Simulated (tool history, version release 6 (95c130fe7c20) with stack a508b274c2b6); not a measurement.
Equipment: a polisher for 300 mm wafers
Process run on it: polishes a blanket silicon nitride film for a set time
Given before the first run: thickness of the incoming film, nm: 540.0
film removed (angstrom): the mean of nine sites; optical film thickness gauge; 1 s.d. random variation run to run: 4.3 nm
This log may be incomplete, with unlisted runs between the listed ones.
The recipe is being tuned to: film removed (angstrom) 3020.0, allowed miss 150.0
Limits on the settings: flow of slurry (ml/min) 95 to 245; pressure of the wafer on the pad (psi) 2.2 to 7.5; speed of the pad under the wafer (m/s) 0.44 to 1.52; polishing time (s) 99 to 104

run    day  flow of slurry (ml/min)  pressure of the wafer on the pad (psi)  speed of the pad under the wafer (m/s)  polishing time (s)  film removed (angstrom)
  1  0.000                      155                                     4.8                                    0.98                  99                   1812.1
  2  0.346                      155                                     5.0                                    0.98                  99                   1885.7
  3  0.658                      155                                     3.8                                    0.98                  99                   1441.9
  4  0.812                      155                                     3.8                                    1.06                  99                   1525.8
  5  0.979                      155                                     4.1                                    1.06                  99                   1622.4
  6  1.288                      155                                     4.1                                    1.06                  99                   1625.4
  7  1.396                      155                                     4.4                                    1.06                  99                   1749.4
  8  1.646                      155                                     4.6                                    1.06                  99                   1799.5
     1.925  -- worn pad replaced by a new one
  9  1.925                      155                                     4.8                                    1.06                  99                   2031.3
 10  1.983                      160                                     6.2                                    1.08                  99                   2751.5
 11  2.138                      160                                     6.4                                    1.08                  99                   2839.1
 12  2.379                      160                                     6.5                                    1.08                  99                   2866.0

5 next moves are on the table. One of them brings every result within its allowed miss. Which?
  A  2.621                      170                                     6.7                                    0.98                  99                        ?
  B  2.621                      155                                     6.0                                    1.12                  99                        ?
  C  2.621                      190                                     6.0                                    1.04                  99                        ?
  D  2.621                      180                                     7.5                                    0.80                 100                        ?
  E  2.621                      180                                     7.0                                    1.06                  99                        ?

move  film removed (angstrom)
   A                   2714.1
   B                   2667.7
   C                   2600.4
   D                   2627.1
   E                   3044.6
A: misses by more than the last run did
B: misses by more than the last run did
C: misses by more than the last run did
D: misses by more than the last run did
E: in spec on every target
Correct choice: E, which meets every target

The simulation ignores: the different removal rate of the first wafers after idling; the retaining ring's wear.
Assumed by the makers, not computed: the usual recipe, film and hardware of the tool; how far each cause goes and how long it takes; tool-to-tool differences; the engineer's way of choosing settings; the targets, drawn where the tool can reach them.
